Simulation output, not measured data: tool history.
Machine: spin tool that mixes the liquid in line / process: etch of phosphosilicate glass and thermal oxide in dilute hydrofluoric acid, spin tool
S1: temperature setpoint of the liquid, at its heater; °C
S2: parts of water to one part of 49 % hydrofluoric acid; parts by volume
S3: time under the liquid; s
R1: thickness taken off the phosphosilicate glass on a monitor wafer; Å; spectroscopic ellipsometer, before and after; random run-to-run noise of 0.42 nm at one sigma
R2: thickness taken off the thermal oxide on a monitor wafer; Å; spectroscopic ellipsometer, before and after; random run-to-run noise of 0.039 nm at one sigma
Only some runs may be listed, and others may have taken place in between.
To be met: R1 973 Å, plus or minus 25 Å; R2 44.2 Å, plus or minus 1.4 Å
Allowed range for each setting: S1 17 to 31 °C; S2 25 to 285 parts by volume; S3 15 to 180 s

run	day	S1	S2	S3	R1	R2
1	0	23	155	90	602.83	27.668
2	0.062	24	150	90	649.29	29.577
3	0.279	25	145	90	705.01	31.892
4	0.417	22.5	145	90	639.66	29.179
5	0.492	22.5	120	90	789.4	35.601
6	0.767	23	120	90	810.56	36.842
7	1.092	23.5	120	90	825.05	38.301
8	1.296	24	120	90	840.24	38.262
9	1.45	24.5	120	90	861.83	39.27

Exercise: of the 4 proposed moves below, exactly one satisfies all targets within the stated allowed misses. Which move is it?
A	1.604	25	125	105	?	?
B	1.604	24.5	130	105	?	?
C	1.604	25.5	140	90	?	?
D	1.604	21.5	115	120	?	?

move	R1	R2
A	976.73	43.949
B	916	41.216
C	749.48	33.724
D	1067.6	48.036
A: every result within its allowed miss
B: closes in on the targets versus the last run, not all within tolerance yet
C: moves away from the targets compared with the last run
D: the result that was furthest off in the last run now lies on the other side of its target
Move A is the one to make.
